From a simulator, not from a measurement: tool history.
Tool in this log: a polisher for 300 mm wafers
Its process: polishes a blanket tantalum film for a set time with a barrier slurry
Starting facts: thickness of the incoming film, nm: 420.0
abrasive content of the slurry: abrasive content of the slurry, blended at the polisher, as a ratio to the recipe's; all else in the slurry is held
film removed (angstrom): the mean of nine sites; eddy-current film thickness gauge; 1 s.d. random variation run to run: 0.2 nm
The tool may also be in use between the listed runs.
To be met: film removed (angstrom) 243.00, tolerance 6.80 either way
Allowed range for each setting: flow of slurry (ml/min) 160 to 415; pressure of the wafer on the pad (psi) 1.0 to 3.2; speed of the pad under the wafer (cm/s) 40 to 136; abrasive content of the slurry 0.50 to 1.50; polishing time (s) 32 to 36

run,hour,flow of slurry (ml/min),pressure of the wafer on the pad (psi),speed of the pad under the wafer (cm/s),abrasive content of the slurry,polishing time (s),film removed (angstrom)
1,0.0,265,2.1,88,1.00,36,625.75
2,3.8,265,1.9,82,1.00,36,539.34
3,6.1,265,1.9,82,1.10,36,549.17
4,12.6,210,1.9,82,1.10,36,538.05
5,13.3,210,1.9,82,1.10,36,534.69
6,22.3,210,2.1,82,1.10,36,591.07
7,26.3,210,1.9,76,1.10,36,501.40
8,27.9,210,1.7,72,1.10,36,430.07
9,30.1,210,1.6,70,1.10,36,394.22
10,30.8,210,1.5,68,1.10,36,362.02
11,39.4,210,1.4,66,1.10,36,333.21
12,47.3,210,1.3,64,1.10,36,294.33
13,53.6,205,1.0,64,1.10,36,230.03
14,58.6,210,1.0,64,1.10,36,230.63

Of the 5 settings listed for the next run, only one would bring every result within its allowed miss of target. Which one?
A,63.6,185,1.1,66,0.80,32,?
B,63.6,240,1.0,66,1.25,33,?
C,63.6,200,1.1,70,1.10,32,?
D,63.6,255,1.1,62,1.20,32,?
E,63.6,190,1.0,60,1.30,35,?

move,film removed (angstrom)
A,208.82
B,225.01
C,241.25
D,223.94
E,214.87
A: the biggest miss grows against the last run
B: the biggest miss grows against the last run
C: hits every target within its allowed miss
D: the biggest miss grows against the last run
E: the biggest miss grows against the last run
Answer: C

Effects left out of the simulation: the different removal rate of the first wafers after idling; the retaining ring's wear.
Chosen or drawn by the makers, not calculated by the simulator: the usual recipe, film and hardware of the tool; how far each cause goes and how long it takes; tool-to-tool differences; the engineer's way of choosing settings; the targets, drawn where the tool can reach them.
